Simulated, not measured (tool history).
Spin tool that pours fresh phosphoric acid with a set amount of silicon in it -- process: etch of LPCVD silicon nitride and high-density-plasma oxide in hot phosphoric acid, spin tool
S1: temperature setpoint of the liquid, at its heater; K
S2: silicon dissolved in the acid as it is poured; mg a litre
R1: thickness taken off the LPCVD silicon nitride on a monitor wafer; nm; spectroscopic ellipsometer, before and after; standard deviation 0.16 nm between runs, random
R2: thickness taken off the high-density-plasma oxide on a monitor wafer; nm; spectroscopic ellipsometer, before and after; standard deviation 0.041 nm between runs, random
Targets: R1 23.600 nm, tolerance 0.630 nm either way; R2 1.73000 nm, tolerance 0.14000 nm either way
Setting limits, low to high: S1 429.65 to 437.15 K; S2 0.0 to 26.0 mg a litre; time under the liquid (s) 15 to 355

run 1 hour=0.0 | S1=432.15 S2=11.5 time_under_the_liquid_(s)=180 | R1=14.505 R2=0.92895
run 2 hour=6.2 | S1=433.15 S2=11.5 time_under_the_liquid_(s)=195 | R1=16.106 R2=1.11360
run 3 hour=14.9 | S1=433.65 S2=12.0 time_under_the_liquid_(s)=210 | R1=17.595 R2=1.20480
run 4 hour=18.6 | S1=433.65 S2=15.0 time_under_the_liquid_(s)=210 | R1=17.672 R2=1.10880
run 5 hour=22.6 | S1=434.15 S2=14.5 time_under_the_liquid_(s)=220 | R1=18.824 R2=1.22680
run 6 hour=25.5 | S1=434.15 S2=14.5 time_under_the_liquid_(s)=265 | R1=22.909 R2=1.45050
run 7 hour=33.9 | S1=434.15 S2=14.5 time_under_the_liquid_(s)=265 | R1=22.706 R2=1.48430
run 8 hour=42.4 | S1=434.65 S2=14.0 time_under_the_liquid_(s)=265 | R1=23.134 R2=1.60610

Which one of the following 5 next-run settings gets every result inside its allowed miss? There is exactly one.
run A hour=50.9 | S1=437.15 S2=4.0 time_under_the_liquid_(s)=240 | R1=? R2=?
run B hour=50.9 | S1=436.65 S2=13.0 time_under_the_liquid_(s)=240 | R1=? R2=?
run C hour=50.9 | S1=434.15 S2=9.0 time_under_the_liquid_(s)=275 | R1=? R2=?
run D hour=50.9 | S1=434.65 S2=16.0 time_under_the_liquid_(s)=265 | R1=? R2=?
run E hour=50.9 | S1=434.65 S2=15.0 time_under_the_liquid_(s)=270 | R1=? R2=?

move=A R1=22.409 R2=2.03300
move=B R1=22.043 R2=1.61440
move=C R1=23.243 R2=1.68660
move=D R1=22.775 R2=1.42960
move=E R1=23.205 R2=1.49400
A: carries the result that was furthest off beyond its target, to the other side
B: gets the furthest-off result to its target, but another result is out of tolerance
C: all results in spec
D: the biggest miss grows against the last run
E: the biggest miss grows against the last run
C meets every target.
